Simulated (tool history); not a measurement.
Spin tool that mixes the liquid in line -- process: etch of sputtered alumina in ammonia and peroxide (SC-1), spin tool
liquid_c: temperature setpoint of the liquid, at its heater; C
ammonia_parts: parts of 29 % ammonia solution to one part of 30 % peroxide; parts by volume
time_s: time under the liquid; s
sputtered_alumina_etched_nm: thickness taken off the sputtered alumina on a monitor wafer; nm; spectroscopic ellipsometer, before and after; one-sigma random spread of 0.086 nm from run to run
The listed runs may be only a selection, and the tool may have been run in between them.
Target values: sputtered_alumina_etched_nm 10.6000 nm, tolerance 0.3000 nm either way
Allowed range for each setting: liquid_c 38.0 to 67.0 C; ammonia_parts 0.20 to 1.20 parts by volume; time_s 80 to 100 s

{"run": 1, "hour": 0.0, "liquid_c": 51.0, "ammonia_parts": 0.9, "time_s": 100, "sputtered_alumina_etched_nm": 5.8863}
{"run": 2, "hour": 7.8, "liquid_c": 51.0, "ammonia_parts": 1.0, "time_s": 100, "sputtered_alumina_etched_nm": 5.8907}
{"run": 3, "hour": 14.8, "liquid_c": 53.0, "ammonia_parts": 1.0, "time_s": 100, "sputtered_alumina_etched_nm": 6.5801}
{"run": 4, "hour": 17.0, "liquid_c": 53.0, "ammonia_parts": 1.2, "time_s": 100, "sputtered_alumina_etched_nm": 6.6697}
{"run": 5, "hour": 23.6, "liquid_c": 54.5, "ammonia_parts": 1.2, "time_s": 100, "sputtered_alumina_etched_nm": 7.2768}
{"run": 6, "hour": 30.1, "liquid_c": 54.5, "ammonia_parts": 1.2, "time_s": 80, "sputtered_alumina_etched_nm": 5.7373}
{"run": 7, "hour": 34.2, "liquid_c": 57.0, "ammonia_parts": 1.2, "time_s": 80, "sputtered_alumina_etched_nm": 6.597}
{"run": 8, "hour": 41.5, "liquid_c": 59.0, "ammonia_parts": 1.2, "time_s": 80, "sputtered_alumina_etched_nm": 7.3808}
{"run": 9, "hour": 43.0, "liquid_c": 60.5, "ammonia_parts": 1.2, "time_s": 80, "sputtered_alumina_etched_nm": 7.8948}
{"run": 10, "hour": 47.9, "liquid_c": 62.0, "ammonia_parts": 1.2, "time_s": 80, "sputtered_alumina_etched_nm": 8.6208}
{"run": 11, "hour": 49.5, "liquid_c": 63.0, "ammonia_parts": 1.2, "time_s": 80, "sputtered_alumina_etched_nm": 9.0701}
{"run": 12, "hour": 51.3, "liquid_c": 63.5, "ammonia_parts": 1.2, "time_s": 80, "sputtered_alumina_etched_nm": 9.1885}
{"run": 13, "hour": 55.7, "liquid_c": 64.0, "ammonia_parts": 1.2, "time_s": 80, "sputtered_alumina_etched_nm": 9.3333}
{"run": 14, "hour": 63.6, "liquid_c": 64.0, "ammonia_parts": 1.2, "time_s": 80, "sputtered_alumina_etched_nm": 9.613}

Below are 5 possible settings for the next run. Only one of them brings all results inside the allowed miss of their targets. Which is it?
{"run": "A", "hour": 71.5, "liquid_c": 62.0, "ammonia_parts": 1.2, "time_s": 80, "sputtered_alumina_etched_nm": "?"}
{"run": "B", "hour": 71.5, "liquid_c": 57.5, "ammonia_parts": 1.2, "time_s": 100, "sputtered_alumina_etched_nm": "?"}
{"run": "C", "hour": 71.5, "liquid_c": 63.0, "ammonia_parts": 1.0, "time_s": 95, "sputtered_alumina_etched_nm": "?"}
{"run": "D", "hour": 71.5, "liquid_c": 59.0, "ammonia_parts": 1.15, "time_s": 100, "sputtered_alumina_etched_nm": "?"}
{"run": "E", "hour": 71.5, "liquid_c": 57.0, "ammonia_parts": 1.05, "time_s": 100, "sputtered_alumina_etched_nm": "?"}

move=A sputtered_alumina_etched_nm=8.6179
move=B sputtered_alumina_etched_nm=8.5487
move=C sputtered_alumina_etched_nm=10.5790
move=D sputtered_alumina_etched_nm=9.2037
move=E sputtered_alumina_etched_nm=8.2236
A: moves away from the targets compared with the last run
B: moves away from the targets compared with the last run
C: meets every target
D: moves away from the targets compared with the last run
E: moves away from the targets compared with the last run
Move C is the one to make.
